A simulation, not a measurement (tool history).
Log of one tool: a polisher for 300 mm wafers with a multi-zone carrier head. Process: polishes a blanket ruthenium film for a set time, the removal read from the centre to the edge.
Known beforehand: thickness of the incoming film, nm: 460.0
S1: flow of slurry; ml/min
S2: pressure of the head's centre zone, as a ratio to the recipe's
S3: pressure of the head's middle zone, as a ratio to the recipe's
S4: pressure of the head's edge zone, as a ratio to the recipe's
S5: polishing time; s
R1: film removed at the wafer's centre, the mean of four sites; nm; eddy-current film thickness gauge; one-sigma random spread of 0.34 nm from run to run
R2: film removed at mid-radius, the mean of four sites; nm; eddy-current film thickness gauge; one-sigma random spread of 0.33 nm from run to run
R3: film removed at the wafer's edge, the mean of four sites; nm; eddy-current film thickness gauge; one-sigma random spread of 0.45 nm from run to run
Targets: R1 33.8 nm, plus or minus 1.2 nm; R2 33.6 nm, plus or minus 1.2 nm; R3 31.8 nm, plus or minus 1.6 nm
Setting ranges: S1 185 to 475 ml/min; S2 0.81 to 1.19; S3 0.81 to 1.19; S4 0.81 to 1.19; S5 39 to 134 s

run,hour,S1,S2,S3,S4,S5,R1,R2,R3
1,0,305,1,1,1,86,52.636,53.231,54.236
2,2.9,310,1,1,0.96,73,44.584,44.064,44.511
3,5.2,315,0.99,1.01,0.92,67,40.36,40.506,40.495
4,13.3,315,0.99,1.01,0.92,47,28.375,29.129,27.693
# hour 17.7: worn pad replaced by a new one
5,17.7,315,0.99,1.01,0.92,39,26.709,27.752,25.969
6,26.5,315,0.99,0.97,0.92,39,26.574,26.525,26.032
7,28.1,320,1.02,1,0.97,42,29.584,29.772,29.685
8,33.5,340,1.04,1.03,0.96,42,30.451,30.377,28.96
9,37.9,325,1.08,1.08,1.04,49,35.878,36.272,35.091
10,46.8,325,1.05,1.03,0.94,50,36.236,36.03,35.423
11,49.1,350,1.04,1.03,0.93,50,36.351,35.92,34.551
12,57.7,370,0.99,1,0.86,46,32.027,32.565,31.573
13,60.1,375,1,1.01,0.84,45,31.823,32.035,30.3
14,65.7,385,1,1.01,0.83,45,31.321,32.82,30.161
15,66.9,395,1.01,1,0.83,45,31.811,31.994,29.4
16,75.3,370,1.04,1.02,0.91,49,36.131,35.708,33.461

Exercise: of the 4 proposed moves below, exactly one satisfies all targets within the stated allowed misses. Which move is it?
A,83.7,335,1.07,0.93,0.94,54,?,?,?
B,83.7,385,0.9,1.06,0.91,51,?,?,?
C,83.7,310,1.06,1.02,0.92,47,?,?,?
D,83.7,460,0.99,1.17,0.96,45,?,?,?

move,R1,R2,R3
A,38.855,35.959,37.531
B,32.914,38.392,35.21
C,33.345,33.584,32.146
D,31.501,37.324,32.062
A: its largest miss is bigger than the last run's
B: brings the result that was furthest off to its target, and leaves another outside
C: hits every target within its allowed miss
D: carries the result that was furthest off beyond its target, to the other side
So the answer is move C, the one that meets all the targets.
